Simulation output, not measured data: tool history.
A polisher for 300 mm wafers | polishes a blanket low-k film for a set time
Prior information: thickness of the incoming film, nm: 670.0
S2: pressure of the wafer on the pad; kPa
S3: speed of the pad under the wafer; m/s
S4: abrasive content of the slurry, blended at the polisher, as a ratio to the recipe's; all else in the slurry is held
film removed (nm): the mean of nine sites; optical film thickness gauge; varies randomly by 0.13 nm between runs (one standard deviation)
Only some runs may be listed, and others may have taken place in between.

{"run": 1, "hour": 0.0, "flow of slurry (ml/min)": 320, "S2": 14.5, "S3": 0.92, "S4": 1, "polishing time (s)": 28, "film removed (nm)": 13.673}
{"run": 2, "hour": 3.4, "flow of slurry (ml/min)": 320, "S2": 12.4, "S3": 0.92, "S4": 1, "polishing time (s)": 28, "film removed (nm)": 11.956}
{"run": 3, "hour": 11.4, "flow of slurry (ml/min)": 350, "S2": 12.4, "S3": 0.92, "S4": 1, "polishing time (s)": 28, "film removed (nm)": 12.193}
{"run": 4, "hour": 20.1, "flow of slurry (ml/min)": 365, "S2": 13.8, "S3": 0.92, "S4": 1, "polishing time (s)": 28, "film removed (nm)": 13.379}
{"run": 5, "hour": 24.4, "flow of slurry (ml/min)": 365, "S2": 15.9, "S3": 0.92, "S4": 1, "polishing time (s)": 28, "film removed (nm)": 15.283}
{"run": 6, "hour": 31.2, "flow of slurry (ml/min)": 365, "S2": 13.1, "S3": 0.92, "S4": 1, "polishing time (s)": 28, "film removed (nm)": 12.833}
{"run": 7, "hour": 39.8, "flow of slurry (ml/min)": 375, "S2": 14.5, "S3": 0.92, "S4": 1, "polishing time (s)": 28, "film removed (nm)": 14.035}

Estimate the outcome of run 8 from the log above:
{"run": 8, "hour": 47.8, "flow of slurry (ml/min)": 380, "S2": 15.2, "S3": 0.92, "S4": 1, "polishing time (s)": 28, "film removed (nm)": "?"}

Run 8 produced film removed (nm) 14.889.

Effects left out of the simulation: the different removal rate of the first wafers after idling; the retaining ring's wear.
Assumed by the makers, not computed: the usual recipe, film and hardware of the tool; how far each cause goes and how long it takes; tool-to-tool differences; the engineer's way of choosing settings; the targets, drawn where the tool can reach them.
